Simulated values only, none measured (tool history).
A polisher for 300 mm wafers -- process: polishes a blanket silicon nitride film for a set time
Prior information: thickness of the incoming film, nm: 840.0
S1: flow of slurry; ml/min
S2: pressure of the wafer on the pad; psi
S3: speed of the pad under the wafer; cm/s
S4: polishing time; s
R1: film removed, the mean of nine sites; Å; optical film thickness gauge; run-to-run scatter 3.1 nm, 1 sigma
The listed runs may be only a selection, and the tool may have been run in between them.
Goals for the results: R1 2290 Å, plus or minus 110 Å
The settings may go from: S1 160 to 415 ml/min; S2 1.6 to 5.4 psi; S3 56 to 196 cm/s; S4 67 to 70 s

| run | day | S1 | S2 | S3 | S4 | R1 |
|---|---|---|---|---|---|---|
| 1 | 0 | 265 | 3.5 | 126 | 67 | 1227.3 |
| 2 | 0.221 | 265 | 3.7 | 128 | 67 | 1324.6 |
| 3 | 0.562 | 265 | 3.9 | 128 | 67 | 1374.8 |
| 4 | 0.912 | 265 | 4.1 | 130 | 67 | 1470.4 |
| 5 | 1.258 | 320 | 4.1 | 130 | 67 | 1499.8 |
| 6 | 1.383 | 320 | 4.1 | 130 | 67 | 1478.9 |
| 7 | 1.692 | 320 | 4.2 | 132 | 67 | 1567.6 |
| 8 | 2.012 | 320 | 4.3 | 134 | 67 | 1588.5 |
| 9 | 2.229 | 320 | 4.3 | 134 | 67 | 1628.5 |
| 10 | 2.404 | 320 | 4.4 | 134 | 67 | 1627.8 |
| 11 | 2.517 | 320 | 4.5 | 136 | 67 | 1689.3 |

Consider the 4 candidate settings below. Which is the only one whose results all fall within their allowed miss of target?
| A | 2.629 | 310 | 5.3 | 150 | 70 | ? |
| B | 2.629 | 325 | 3.9 | 194 | 70 | ? |
| C | 2.629 | 280 | 4.3 | 168 | 70 | ? |
| D | 2.629 | 295 | 5.3 | 180 | 70 | ? |

| move | R1 |
|---|---|
| A | 2241.5 |
| B | 2048.5 |
| C | 1983.3 |
| D | 2582.8 |
A: hits every target within its allowed miss
B: closer than the last run, but not yet in spec
C: closer than the last run, but not yet in spec
D: takes the result that was furthest off past its target
So the answer is move A, the one that meets all the targets.

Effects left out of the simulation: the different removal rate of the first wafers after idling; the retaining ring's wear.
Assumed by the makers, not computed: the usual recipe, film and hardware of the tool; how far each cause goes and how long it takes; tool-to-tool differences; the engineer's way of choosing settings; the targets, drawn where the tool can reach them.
